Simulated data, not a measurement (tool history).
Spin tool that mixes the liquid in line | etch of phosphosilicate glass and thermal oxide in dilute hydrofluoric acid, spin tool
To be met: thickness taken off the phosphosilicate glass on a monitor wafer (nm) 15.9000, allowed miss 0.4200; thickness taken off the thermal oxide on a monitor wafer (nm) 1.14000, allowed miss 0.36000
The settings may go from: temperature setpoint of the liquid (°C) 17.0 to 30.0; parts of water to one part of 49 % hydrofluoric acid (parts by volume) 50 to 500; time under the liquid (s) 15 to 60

run,hour,temperature setpoint of the liquid (°C),parts of water to one part of 49 % hydrofluoric acid (parts by volume),time under the liquid (s),thickness taken off the phosphosilicate glass on a monitor wafer (nm),thickness taken off the thermal oxide on a monitor wafer (nm)
1,0.0,22.0,275,30,5.3779,0.44192
2,5.2,25.0,275,30,6.0100,0.33833
3,6.6,28.0,275,30,6.5732,0.43261
4,8.4,26.5,275,30,6.3459,0.37529
5,16.7,26.5,240,30,7.4502,0.44310
6,22.6,26.5,210,30,8.9027,0.56381
7,30.1,27.0,190,30,10.2250,0.71638
8,37.0,27.5,180,30,11.0090,0.89378
9,43.1,28.0,170,30,12.0210,0.74051
10,45.5,28.0,170,30,11.9790,0.91934
11,52.2,30.0,115,30,20.8050,1.37360
12,59.1,29.5,115,30,20.2340,1.48830
13,67.0,29.5,115,30,20.4020,1.58810
14,75.7,29.0,115,30,20.0510,1.55350
15,78.7,28.5,115,30,19.7710,1.49800
16,82.9,27.5,115,30,19.0140,1.35450
17,86.7,26.5,115,30,18.2770,1.24320
18,88.0,26.0,115,30,17.9170,1.11470
19,91.7,26.0,120,30,17.0220,1.22360
20,95.0,26.0,120,30,16.9400,1.24400
21,101.6,25.5,120,30,16.6140,0.98261

5 next moves are on the table. One of them brings every result within its allowed miss. Which?
A,108.2,24.0,125,35,?,?
B,108.2,23.5,140,40,?,?
C,108.2,26.5,130,30,?,?
D,108.2,23.5,90,25,?,?
E,108.2,24.5,145,35,?,?

move,thickness taken off the phosphosilicate glass on a monitor wafer (nm),thickness taken off the thermal oxide on a monitor wafer (nm)
A,17.3610,1.39700
B,17.0610,1.37290
C,15.6400,1.25860
D,17.6560,1.42080
E,14.8840,1.19780
A: further off than the last run
B: further off than the last run
C: meets every target
D: further off than the last run
E: takes the result that was furthest off past its target
Move C is the one to make.
